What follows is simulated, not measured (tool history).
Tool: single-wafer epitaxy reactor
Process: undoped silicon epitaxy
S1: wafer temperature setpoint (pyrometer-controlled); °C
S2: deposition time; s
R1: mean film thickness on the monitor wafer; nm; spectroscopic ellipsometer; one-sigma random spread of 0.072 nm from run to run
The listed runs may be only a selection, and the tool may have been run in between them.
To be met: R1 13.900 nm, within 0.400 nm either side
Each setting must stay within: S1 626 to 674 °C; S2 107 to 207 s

{"run": 1, "hour": 0.0, "S1": 650, "S2": 157, "R1": 24.724}
{"run": 2, "hour": 5.0, "S1": 644, "S2": 154, "R1": 21.175}
{"run": 3, "hour": 7.8, "S1": 649, "S2": 154, "R1": 23.736}
{"run": 4, "hour": 12.9, "S1": 643, "S2": 153, "R1": 20.788}
{"run": 5, "hour": 21.6, "S1": 637, "S2": 153, "R1": 18.013}
{"run": 6, "hour": 29.2, "S1": 637, "S2": 163, "R1": 19.218}
{"run": 7, "hour": 31.9, "S1": 637, "S2": 163, "R1": 19.145}
{"run": 8, "hour": 38.5, "S1": 634, "S2": 160, "R1": 17.616}
{"run": 9, "hour": 42.6, "S1": 632, "S2": 158, "R1": 16.531}
{"run": 10, "hour": 48.9, "S1": 630, "S2": 157, "R1": 15.809}
{"run": 11, "hour": 57.8, "S1": 629, "S2": 155, "R1": 15.28}
{"run": 12, "hour": 61.9, "S1": 629, "S2": 155, "R1": 15.172}

Of the 4 settings listed for the next run, only one would bring every result within its allowed miss of target. Which one?
{"run": "A", "hour": 66.0, "S1": 627, "S2": 136, "R1": "?"}
{"run": "B", "hour": 66.0, "S1": 626, "S2": 144, "R1": "?"}
{"run": "C", "hour": 66.0, "S1": 628, "S2": 135, "R1": "?"}
{"run": "D", "hour": 66.0, "S1": 631, "S2": 135, "R1": "?"}

move=A R1=12.818
move=B R1=13.263
move=C R1=13.019
move=D R1=13.942
A: carries the result that was furthest off beyond its target, to the other side
B: carries the result that was furthest off beyond its target, to the other side
C: carries the result that was furthest off beyond its target, to the other side
D: meets every target
The move that meets every target is D.
